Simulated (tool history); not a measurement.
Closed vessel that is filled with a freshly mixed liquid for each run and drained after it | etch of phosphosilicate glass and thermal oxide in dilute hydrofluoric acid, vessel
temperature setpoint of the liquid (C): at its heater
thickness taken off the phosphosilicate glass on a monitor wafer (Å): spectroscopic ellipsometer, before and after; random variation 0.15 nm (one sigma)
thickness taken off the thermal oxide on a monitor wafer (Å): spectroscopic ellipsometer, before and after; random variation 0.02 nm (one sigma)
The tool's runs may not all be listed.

| run | hour | temperature setpoint of the liquid (C) | parts of water to one part of 49 % hydrofluoric acid (parts by volume) | time in the liquid (s) | thickness taken off the phosphosilicate glass on a monitor wafer (Å) | thickness taken off the thermal oxide on a monitor wafer (Å) |
|---|---|---|---|---|---|---|
| 1 | 0 | 24 | 200 | 60 | 252.38 | 13.896 |
| 2 | 5.1 | 23.5 | 200 | 60 | 247.81 | 13.487 |
| 3 | 6 | 23.5 | 200 | 50 | 207.79 | 11.17 |
| 4 | 8.9 | 24 | 200 | 50 | 211.41 | 11.543 |
| 5 | 12.6 | 24 | 255 | 50 | 155.27 | 8.1823 |
| 6 | 16.6 | 24 | 255 | 65 | 205.5 | 11.068 |
| 7 | 19.6 | 24.5 | 255 | 65 | 205.27 | 11.01 |
| 8 | 22.4 | 25 | 255 | 65 | 209.53 | 11.512 |

The next listed run, before its measurement:
| 9 | 22.9 | 25 | 250 | 65 | ? | ? |

Run 9 gave thickness taken off the phosphosilicate glass on a monitor wafer (Å) 214.46, thickness taken off the thermal oxide on a monitor wafer (Å) 11.396.
